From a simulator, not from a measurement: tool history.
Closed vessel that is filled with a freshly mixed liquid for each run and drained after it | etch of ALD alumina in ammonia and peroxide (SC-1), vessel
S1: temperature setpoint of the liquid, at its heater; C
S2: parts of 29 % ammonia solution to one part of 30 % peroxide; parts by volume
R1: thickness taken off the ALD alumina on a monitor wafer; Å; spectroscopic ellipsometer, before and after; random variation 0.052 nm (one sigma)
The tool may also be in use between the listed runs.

run 1 day=0.000 | S1=51.0 S2=0.55 time_in_the_liquid_(s)=225 | R1=112.300
run 2 day=0.208 | S1=45.0 S2=0.55 time_in_the_liquid_(s)=225 | R1=79.315
run 3 day=0.300 | S1=50.5 S2=0.55 time_in_the_liquid_(s)=225 | R1=108.510
run 4 day=0.421 | S1=50.5 S2=0.55 time_in_the_liquid_(s)=225 | R1=108.620
run 5 day=0.700 | S1=50.5 S2=0.75 time_in_the_liquid_(s)=225 | R1=112.370
run 6 day=1.083 | S1=50.5 S2=0.90 time_in_the_liquid_(s)=225 | R1=115.220
run 7 day=1.250 | S1=47.5 S2=0.90 time_in_the_liquid_(s)=225 | R1=96.924
run 8 day=1.479 | S1=45.5 S2=0.90 time_in_the_liquid_(s)=225 | R1=86.602
run 9 day=1.688 | S1=44.5 S2=0.90 time_in_the_liquid_(s)=225 | R1=81.313
run 10 day=2.062 | S1=43.5 S2=0.90 time_in_the_liquid_(s)=225 | R1=77.133
run 11 day=2.308 | S1=43.5 S2=0.90 time_in_the_liquid_(s)=225 | R1=77.243
run 12 day=2.379 | S1=43.0 S2=0.90 time_in_the_liquid_(s)=225 | R1=75.035

Run 13 comes next. What will it give?
run 13 day=2.462 | S1=42.5 S2=0.90 time_in_the_liquid_(s)=225 | R1=?

{"run 13": {"R1": 73.52}}

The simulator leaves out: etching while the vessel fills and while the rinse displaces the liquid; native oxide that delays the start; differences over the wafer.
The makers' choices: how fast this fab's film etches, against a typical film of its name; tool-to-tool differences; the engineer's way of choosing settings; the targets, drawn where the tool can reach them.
